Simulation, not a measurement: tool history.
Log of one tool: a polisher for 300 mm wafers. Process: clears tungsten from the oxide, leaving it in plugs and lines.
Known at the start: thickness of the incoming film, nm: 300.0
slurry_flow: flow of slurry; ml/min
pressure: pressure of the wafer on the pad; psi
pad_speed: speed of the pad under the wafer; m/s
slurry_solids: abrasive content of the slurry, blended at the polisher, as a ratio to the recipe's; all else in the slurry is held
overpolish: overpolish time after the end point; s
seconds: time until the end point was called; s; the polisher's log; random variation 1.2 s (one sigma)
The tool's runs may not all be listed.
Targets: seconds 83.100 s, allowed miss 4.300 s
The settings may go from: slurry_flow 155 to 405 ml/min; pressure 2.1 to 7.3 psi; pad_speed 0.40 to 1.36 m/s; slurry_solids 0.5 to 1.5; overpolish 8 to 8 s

{"run": 1, "hour": 0.0, "slurry_flow": 260, "pressure": 4.7, "pad_speed": 0.88, "slurry_solids": 1.0, "overpolish": 8, "seconds": 63.567}
{"run": 2, "hour": 2.7, "slurry_flow": 260, "pressure": 5.7, "pad_speed": 0.88, "slurry_solids": 1.0, "overpolish": 8, "seconds": 53.657}
{"run": 3, "hour": 10.8, "slurry_flow": 260, "pressure": 5.7, "pad_speed": 0.8, "slurry_solids": 1.0, "overpolish": 8, "seconds": 60.938}
{"run": 4, "hour": 16.7, "slurry_flow": 310, "pressure": 5.7, "pad_speed": 0.8, "slurry_solids": 1.0, "overpolish": 8, "seconds": 59.989}
{"run": 5, "hour": 21.1, "slurry_flow": 310, "pressure": 5.7, "pad_speed": 0.8, "slurry_solids": 1.0, "overpolish": 8, "seconds": 57.477}
{"run": 6, "hour": 27.8, "slurry_flow": 310, "pressure": 5.7, "pad_speed": 0.66, "slurry_solids": 1.0, "overpolish": 8, "seconds": 69.546}
{"run": 7, "hour": 29.7, "slurry_flow": 310, "pressure": 5.6, "pad_speed": 0.66, "slurry_solids": 1.0, "overpolish": 8, "seconds": 72.738}
{"hour": 35.1, "done": "worn pad replaced by a new one"}
{"run": 8, "hour": 35.1, "slurry_flow": 310, "pressure": 5.5, "pad_speed": 0.66, "slurry_solids": 1.0, "overpolish": 8, "seconds": 66.749}

4 next moves are on the table. One of them brings every result within its allowed miss. Which?
{"run": "A", "hour": 40.5, "slurry_flow": 230, "pressure": 4.7, "pad_speed": 0.68, "slurry_solids": 0.8, "overpolish": 8, "seconds": "?"}
{"run": "B", "hour": 40.5, "slurry_flow": 300, "pressure": 5.0, "pad_speed": 0.66, "slurry_solids": 1.0, "overpolish": 8, "seconds": "?"}
{"run": "C", "hour": 40.5, "slurry_flow": 285, "pressure": 4.9, "pad_speed": 0.66, "slurry_solids": 1.0, "overpolish": 8, "seconds": "?"}
{"run": "D", "hour": 40.5, "slurry_flow": 380, "pressure": 7.0, "pad_speed": 0.66, "slurry_solids": 0.8, "overpolish": 8, "seconds": "?"}

move=A seconds=83.814
move=B seconds=74.388
move=C seconds=76.202
move=D seconds=55.999
A: meets every target
B: nearer than the last run, and not there yet
C: nearer than the last run, and not there yet
D: further off than the last run
The right move is A.

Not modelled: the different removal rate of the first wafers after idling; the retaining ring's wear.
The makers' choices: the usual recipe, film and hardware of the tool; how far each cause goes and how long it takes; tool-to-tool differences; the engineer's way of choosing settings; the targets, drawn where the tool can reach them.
